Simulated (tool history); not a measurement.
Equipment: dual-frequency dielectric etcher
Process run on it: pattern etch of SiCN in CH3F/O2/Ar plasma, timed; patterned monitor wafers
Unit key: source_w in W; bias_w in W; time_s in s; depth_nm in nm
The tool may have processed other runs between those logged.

run	hour	source_w	bias_w	time_s	depth_nm
1	0	410	58	61	19.309
2	1.5	380	57	61	18.523
3	2.7	420	57	61	19.381
4	6.1	420	57	61	19.564
5	9.5	420	57	61	19.52
6	16.8	490	57	61	20.791
7	17.7	440	56	61	19.804

What will run 8 give?
8	20.7	400	55	61	?

depth_nm: 18.709 nm
